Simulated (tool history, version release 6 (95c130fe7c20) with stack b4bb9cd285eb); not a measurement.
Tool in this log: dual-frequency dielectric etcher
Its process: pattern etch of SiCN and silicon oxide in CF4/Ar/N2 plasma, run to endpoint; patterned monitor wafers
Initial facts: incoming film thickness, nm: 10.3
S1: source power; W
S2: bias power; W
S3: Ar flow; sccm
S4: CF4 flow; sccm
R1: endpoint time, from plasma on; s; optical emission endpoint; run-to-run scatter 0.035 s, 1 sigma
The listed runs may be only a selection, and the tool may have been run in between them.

run	hour	S1	S2	S3	S4	R1
1	0	410	94	115	48	12.869
2	3	440	94	115	48	11.903
3	11.6	460	95	115	48	11.278
4	16.3	480	95	115	48	10.799
5	21.6	420	95	115	48	12.602
6	30.5	420	95	132	48	12.572
7	35.9	450	96	132	48	11.677

What will run 8 give?
8	41.7	470	96	132	48	?

R1: 11.152 s
